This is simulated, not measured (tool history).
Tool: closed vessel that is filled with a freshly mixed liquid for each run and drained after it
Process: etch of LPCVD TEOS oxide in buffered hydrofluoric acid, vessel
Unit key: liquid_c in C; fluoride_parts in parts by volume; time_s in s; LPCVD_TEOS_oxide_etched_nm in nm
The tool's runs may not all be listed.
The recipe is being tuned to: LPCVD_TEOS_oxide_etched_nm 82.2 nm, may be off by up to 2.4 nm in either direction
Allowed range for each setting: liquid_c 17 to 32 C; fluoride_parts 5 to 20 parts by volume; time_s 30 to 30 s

run 1 hour=0 | liquid_c=25 fluoride_parts=12 time_s=30 | LPCVD_TEOS_oxide_etched_nm=37.851
run 2 hour=3.4 | liquid_c=27 fluoride_parts=10.5 time_s=30 | LPCVD_TEOS_oxide_etched_nm=47.414
run 3 hour=4.1 | liquid_c=30 fluoride_parts=10.5 time_s=30 | LPCVD_TEOS_oxide_etched_nm=55.908
run 4 hour=11.8 | liquid_c=30 fluoride_parts=10.5 time_s=30 | LPCVD_TEOS_oxide_etched_nm=55.585
run 5 hour=20.4 | liquid_c=32 fluoride_parts=10.5 time_s=30 | LPCVD_TEOS_oxide_etched_nm=62.566
run 6 hour=24 | liquid_c=32 fluoride_parts=9.5 time_s=30 | LPCVD_TEOS_oxide_etched_nm=68.646
run 7 hour=25.5 | liquid_c=32 fluoride_parts=9 time_s=30 | LPCVD_TEOS_oxide_etched_nm=71.469
run 8 hour=31 | liquid_c=32 fluoride_parts=9 time_s=30 | LPCVD_TEOS_oxide_etched_nm=72.954
run 9 hour=33.1 | liquid_c=32 fluoride_parts=8.5 time_s=30 | LPCVD_TEOS_oxide_etched_nm=73.368
run 10 hour=37.9 | liquid_c=32 fluoride_parts=8 time_s=30 | LPCVD_TEOS_oxide_etched_nm=78.433
-- hour=46.6 hydrofluoric acid flow meter replaced
run 11 hour=46.6 | liquid_c=32 fluoride_parts=7.5 time_s=30 | LPCVD_TEOS_oxide_etched_nm=91.967

Pick the move, out of 4, that brings all results within their allowed miss; only one does.
run A hour=55.3 | liquid_c=30 fluoride_parts=6 time_s=30 | LPCVD_TEOS_oxide_etched_nm=?
run B hour=55.3 | liquid_c=31 fluoride_parts=8 time_s=30 | LPCVD_TEOS_oxide_etched_nm=?
run C hour=55.3 | liquid_c=29.5 fluoride_parts=7 time_s=30 | LPCVD_TEOS_oxide_etched_nm=?
run D hour=55.3 | liquid_c=32 fluoride_parts=8 time_s=30 | LPCVD_TEOS_oxide_etched_nm=?

move=A LPCVD_TEOS_oxide_etched_nm=102.95
move=B LPCVD_TEOS_oxide_etched_nm=82.195
move=C LPCVD_TEOS_oxide_etched_nm=87.77
move=D LPCVD_TEOS_oxide_etched_nm=86.571
A: moves away from the targets compared with the last run
B: in spec on every target
C: moves toward the targets from the last run without getting all of them in spec
D: moves toward the targets from the last run without getting all of them in spec
So the answer is move B, the one that meets all the targets.
